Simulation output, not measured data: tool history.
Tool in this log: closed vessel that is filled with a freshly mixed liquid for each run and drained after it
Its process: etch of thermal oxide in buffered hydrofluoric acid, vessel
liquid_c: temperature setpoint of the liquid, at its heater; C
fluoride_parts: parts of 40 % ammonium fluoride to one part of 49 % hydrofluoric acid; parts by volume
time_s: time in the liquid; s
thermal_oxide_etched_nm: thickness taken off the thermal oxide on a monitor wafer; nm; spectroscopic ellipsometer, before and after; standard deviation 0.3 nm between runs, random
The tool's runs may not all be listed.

Run 1, hour 0.0: liquid_c 24.0 C, fluoride_parts 14.5 parts by volume, time_s 115 s. Result: thermal_oxide_etched_nm 104.090 nm.
Run 2, hour 3.2: liquid_c 24.0 C, fluoride_parts 12.5 parts by volume, time_s 115 s. Result: thermal_oxide_etched_nm 120.270 nm.
Run 3, hour 9.3: liquid_c 22.5 C, fluoride_parts 13.0 parts by volume, time_s 115 s. Result: thermal_oxide_etched_nm 107.330 nm.
Run 4, hour 18.6: liquid_c 25.0 C, fluoride_parts 13.0 parts by volume, time_s 115 s. Result: thermal_oxide_etched_nm 121.710 nm.
Run 5, hour 20.0: liquid_c 25.0 C, fluoride_parts 17.0 parts by volume, time_s 115 s. Result: thermal_oxide_etched_nm 93.808 nm.
Run 6, hour 23.3: liquid_c 24.0 C, fluoride_parts 17.0 parts by volume, time_s 115 s. Result: thermal_oxide_etched_nm 89.279 nm.

Run 7 has not been measured yet. What should we expect?
Run 7, hour 31.8: liquid_c 23.0 C, fluoride_parts 17.0 parts by volume, time_s 115 s. Result: thermal_oxide_etched_nm ?.

Run 7 produced thermal_oxide_etched_nm 84.580 nm.
